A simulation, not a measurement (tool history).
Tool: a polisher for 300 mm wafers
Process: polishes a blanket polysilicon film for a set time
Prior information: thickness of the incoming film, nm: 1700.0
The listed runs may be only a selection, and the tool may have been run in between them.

| run | hour | flow of slurry (ml/min) | pressure of the wafer on the pad (psi) | speed of the pad under the wafer (cm/s) | polishing time (s) | film removed (angstrom) |
|---|---|---|---|---|---|---|
| 1 | 0.0 | 260 | 3.0 | 96 | 41 | 4121.4 |
| 2 | 3.1 | 260 | 2.9 | 96 | 41 | 4049.5 |
| 3 | 5.3 | 215 | 2.9 | 96 | 41 | 3899.2 |
| 4 | 11.7 | 215 | 2.9 | 110 | 41 | 4536.5 |
| 5 | 17.7 | 215 | 2.8 | 110 | 41 | 4378.6 |
| 6 | 24.8 | 215 | 2.8 | 118 | 41 | 4675.0 |
| 7 | 31.7 | 215 | 2.6 | 118 | 41 | 4230.1 |
| 8 | 34.6 | 215 | 2.5 | 118 | 41 | 4118.7 |

For run 9, what comes out?
| 9 | 41.1 | 215 | 2.4 | 118 | 41 | ? |

{"run 9": {"film removed (angstrom)": 3994.2}}
